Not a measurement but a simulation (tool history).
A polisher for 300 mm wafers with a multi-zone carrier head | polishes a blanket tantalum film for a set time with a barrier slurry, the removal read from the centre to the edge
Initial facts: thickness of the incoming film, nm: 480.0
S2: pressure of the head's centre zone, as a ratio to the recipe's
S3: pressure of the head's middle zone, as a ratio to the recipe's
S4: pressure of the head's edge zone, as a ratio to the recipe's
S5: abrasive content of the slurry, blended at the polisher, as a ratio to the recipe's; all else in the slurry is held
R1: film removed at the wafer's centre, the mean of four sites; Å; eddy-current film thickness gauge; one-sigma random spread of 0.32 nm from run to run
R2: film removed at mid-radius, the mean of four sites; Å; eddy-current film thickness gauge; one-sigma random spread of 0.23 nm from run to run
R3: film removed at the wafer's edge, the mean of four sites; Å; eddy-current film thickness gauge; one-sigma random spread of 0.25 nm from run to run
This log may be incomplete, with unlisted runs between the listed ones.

{"run": 1, "hour": 0.0, "flow of slurry (ml/min)": 275, "S2": 1.0, "S3": 1.0, "S4": 1.0, "S5": 1.0, "polishing time (s)": 41, "R1": 427.52, "R2": 448.64, "R3": 404.48}
{"run": 2, "hour": 4.5, "flow of slurry (ml/min)": 275, "S2": 0.94, "S3": 1.0, "S4": 1.0, "S5": 1.0, "polishing time (s)": 41, "R1": 396.02, "R2": 433.88, "R3": 405.11}
{"run": 3, "hour": 5.8, "flow of slurry (ml/min)": 265, "S2": 0.9, "S3": 0.99, "S4": 0.97, "S5": 0.85, "polishing time (s)": 40, "R1": 360.42, "R2": 400.69, "R3": 370.11}
{"run": 4, "hour": 7.0, "flow of slurry (ml/min)": 255, "S2": 0.87, "S3": 0.99, "S4": 0.99, "S5": 0.75, "polishing time (s)": 38, "R1": 308.98, "R2": 361.06, "R3": 329.14}
{"run": 5, "hour": 12.6, "flow of slurry (ml/min)": 240, "S2": 0.85, "S3": 0.97, "S4": 1.0, "S5": 0.7, "polishing time (s)": 38, "R1": 286.72, "R2": 345.53, "R3": 318.03}
{"run": 6, "hour": 16.8, "flow of slurry (ml/min)": 240, "S2": 0.85, "S3": 1.05, "S4": 1.0, "S5": 0.7, "polishing time (s)": 38, "R1": 286.49, "R2": 361.17, "R3": 322.21}
{"run": 7, "hour": 23.7, "flow of slurry (ml/min)": 205, "S2": 0.81, "S3": 0.95, "S4": 1.01, "S5": 0.5, "polishing time (s)": 38, "R1": 219.61, "R2": 272.26, "R3": 261.77}
{"run": 8, "hour": 31.0, "flow of slurry (ml/min)": 235, "S2": 0.82, "S3": 0.95, "S4": 1.02, "S5": 0.5, "polishing time (s)": 38, "R1": 225.47, "R2": 271.08, "R3": 263.07}
{"run": 9, "hour": 38.0, "flow of slurry (ml/min)": 240, "S2": 0.84, "S3": 0.97, "S4": 1.04, "S5": 0.55, "polishing time (s)": 38, "R1": 251.89, "R2": 299.4, "R3": 289.29}
{"run": 10, "hour": 46.9, "flow of slurry (ml/min)": 250, "S2": 0.84, "S3": 0.97, "S4": 1.04, "S5": 0.55, "polishing time (s)": 38, "R1": 251.74, "R2": 302.73, "R3": 288.72}
{"run": 11, "hour": 48.6, "flow of slurry (ml/min)": 255, "S2": 0.84, "S3": 0.97, "S4": 1.05, "S5": 0.55, "polishing time (s)": 38, "R1": 248.47, "R2": 304.89, "R3": 285.87}
{"run": 12, "hour": 52.1, "flow of slurry (ml/min)": 255, "S2": 0.87, "S3": 0.95, "S4": 1.11, "S5": 0.65, "polishing time (s)": 38, "R1": 280.54, "R2": 322.9, "R3": 321.67}
{"run": 13, "hour": 55.0, "flow of slurry (ml/min)": 240, "S2": 0.86, "S3": 0.95, "S4": 1.09, "S5": 0.65, "polishing time (s)": 38, "R1": 278.22, "R2": 321.84, "R3": 318.4}
{"run": 14, "hour": 62.3, "flow of slurry (ml/min)": 230, "S2": 0.81, "S3": 0.93, "S4": 1.01, "S5": 0.55, "polishing time (s)": 38, "R1": 239.98, "R2": 288.77, "R3": 277.79}
{"run": 15, "hour": 65.6, "flow of slurry (ml/min)": 250, "S2": 0.81, "S3": 0.93, "S4": 1.03, "S5": 0.55, "polishing time (s)": 38, "R1": 241.47, "R2": 289.29, "R3": 286.2}
{"run": 16, "hour": 69.6, "flow of slurry (ml/min)": 310, "S2": 0.86, "S3": 0.99, "S4": 1.05, "S5": 0.6, "polishing time (s)": 38, "R1": 276.98, "R2": 330.96, "R3": 306.76}
{"run": 17, "hour": 77.3, "flow of slurry (ml/min)": 295, "S2": 0.85, "S3": 0.98, "S4": 1.05, "S5": 0.6, "polishing time (s)": 38, "R1": 269.64, "R2": 324.84, "R3": 307.49}
{"run": 18, "hour": 84.9, "flow of slurry (ml/min)": 285, "S2": 0.85, "S3": 0.97, "S4": 1.05, "S5": 0.6, "polishing time (s)": 38, "R1": 267.73, "R2": 318.65, "R3": 304.04}
{"hour": 85.6, "done": "edge zone pressure recalibrated"}
{"run": 19, "hour": 85.6, "flow of slurry (ml/min)": 280, "S2": 0.85, "S3": 0.97, "S4": 1.05, "S5": 0.6, "polishing time (s)": 38, "R1": 277.83, "R2": 325.19, "R3": 320.7}
{"run": 20, "hour": 92.1, "flow of slurry (ml/min)": 265, "S2": 0.85, "S3": 0.97, "S4": 1.05, "S5": 0.6, "polishing time (s)": 38, "R1": 267.89, "R2": 316.29, "R3": 319.58}
{"run": 21, "hour": 97.8, "flow of slurry (ml/min)": 250, "S2": 0.85, "S3": 0.97, "S4": 1.04, "S5": 0.6, "polishing time (s)": 38, "R1": 273.69, "R2": 313.42, "R3": 321.97}
{"run": 22, "hour": 100.1, "flow of slurry (ml/min)": 255, "S2": 0.84, "S3": 0.96, "S4": 1.04, "S5": 0.6, "polishing time (s)": 38, "R1": 263.85, "R2": 313.37, "R3": 314.17}

Run 23 comes next. What will it give?
{"run": 23, "hour": 108.5, "flow of slurry (ml/min)": 245, "S2": 0.84, "S3": 0.96, "S4": 1.03, "S5": 0.6, "polishing time (s)": 38, "R1": "?", "R2": "?", "R3": "?"}

{"run 23": {"R1": 258.3, "R2": 313.57, "R3": 312.27}}
